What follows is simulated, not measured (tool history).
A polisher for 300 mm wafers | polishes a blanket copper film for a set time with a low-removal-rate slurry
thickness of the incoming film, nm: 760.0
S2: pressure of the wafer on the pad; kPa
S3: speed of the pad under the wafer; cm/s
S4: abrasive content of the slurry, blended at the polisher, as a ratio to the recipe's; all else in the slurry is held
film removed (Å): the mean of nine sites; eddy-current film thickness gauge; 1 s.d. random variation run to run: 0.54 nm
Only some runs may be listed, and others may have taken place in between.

Run 1, hour 0.0: flow of slurry (ml/min) 190, S2 20.7 kPa, S3 84 cm/s, S4 1.0, polishing time (s) 31. Result: film removed (Å) 846.21.
Run 2, hour 6.2: flow of slurry (ml/min) 190, S2 20.7 kPa, S3 84 cm/s, S4 1.0, polishing time (s) 31. Result: film removed (Å) 831.59.
Run 3, hour 9.5: flow of slurry (ml/min) 230, S2 20.7 kPa, S3 84 cm/s, S4 1.0, polishing time (s) 31. Result: film removed (Å) 850.53.
Run 4, hour 11.5: flow of slurry (ml/min) 230, S2 17.2 kPa, S3 82 cm/s, S4 1.0, polishing time (s) 31. Result: film removed (Å) 766.31.
Run 5, hour 19.5: flow of slurry (ml/min) 230, S2 20.0 kPa, S3 82 cm/s, S4 1.0, polishing time (s) 31. Result: film removed (Å) 822.43.
Run 6, hour 27.8: flow of slurry (ml/min) 230, S2 20.0 kPa, S3 82 cm/s, S4 1.2, polishing time (s) 31. Result: film removed (Å) 854.12.
Run 7, hour 31.2: flow of slurry (ml/min) 230, S2 16.5 kPa, S3 74 cm/s, S4 1.2, polishing time (s) 31. Result: film removed (Å) 695.42.

Run 8 is up next; what results do you expect?
Run 8, hour 40.1: flow of slurry (ml/min) 230, S2 14.5 kPa, S3 70 cm/s, S4 1.2, polishing time (s) 31. Result: film removed (Å) ?.

Run 8 gave film removed (Å) 607.04.

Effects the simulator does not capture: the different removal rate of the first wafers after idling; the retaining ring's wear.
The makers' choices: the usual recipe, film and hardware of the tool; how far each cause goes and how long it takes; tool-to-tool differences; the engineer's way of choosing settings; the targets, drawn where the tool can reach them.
